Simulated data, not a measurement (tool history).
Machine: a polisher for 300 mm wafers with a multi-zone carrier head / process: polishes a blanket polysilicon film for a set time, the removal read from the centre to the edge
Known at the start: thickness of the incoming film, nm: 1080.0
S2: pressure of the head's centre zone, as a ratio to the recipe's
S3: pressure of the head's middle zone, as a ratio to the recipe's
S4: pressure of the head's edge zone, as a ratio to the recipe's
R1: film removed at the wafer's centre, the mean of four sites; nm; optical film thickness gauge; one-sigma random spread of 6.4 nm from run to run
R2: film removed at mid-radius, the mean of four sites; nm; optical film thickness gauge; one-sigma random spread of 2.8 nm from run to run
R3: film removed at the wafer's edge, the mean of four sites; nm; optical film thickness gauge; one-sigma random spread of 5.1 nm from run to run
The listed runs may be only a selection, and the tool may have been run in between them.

Run 1, hour 0.0: flow of slurry (ml/min) 225, S2 1.00, S3 1.00, S4 1.00, polishing time (s) 40. Result: R1 327.34 nm, R2 326.29 nm, R3 321.18 nm.
Run 2, hour 1.6: flow of slurry (ml/min) 225, S2 1.00, S3 1.00, S4 0.95, polishing time (s) 40. Result: R1 325.79 nm, R2 322.20 nm, R3 316.86 nm.
Run 3, hour 9.2: flow of slurry (ml/min) 225, S2 0.92, S3 1.00, S4 0.95, polishing time (s) 40. Result: R1 299.64 nm, R2 324.82 nm, R3 312.25 nm.
Run 4, hour 12.7: flow of slurry (ml/min) 225, S2 0.95, S3 0.98, S4 1.01, polishing time (s) 44. Result: R1 343.59 nm, R2 349.12 nm, R3 358.19 nm.
Run 5, hour 14.1: flow of slurry (ml/min) 230, S2 0.97, S3 0.98, S4 1.05, polishing time (s) 46. Result: R1 368.75 nm, R2 368.79 nm, R3 385.40 nm.
Run 6, hour 18.7: flow of slurry (ml/min) 230, S2 0.97, S3 0.98, S4 0.97, polishing time (s) 46. Result: R1 358.47 nm, R2 367.51 nm, R3 367.33 nm.
Run 7, hour 27.5: flow of slurry (ml/min) 235, S2 0.99, S3 0.98, S4 1.03, polishing time (s) 47. Result: R1 382.85 nm, R2 375.93 nm, R3 391.39 nm.

What does the tool deliver on the next run?
Run 8, hour 32.9: flow of slurry (ml/min) 245, S2 1.01, S3 0.99, S4 1.07, polishing time (s) 48. Result: R1 ?, R2 ?, R3 ?.

{"run 8": {"R1": 395.85, "R2": 391.81, "R3": 401.6}}
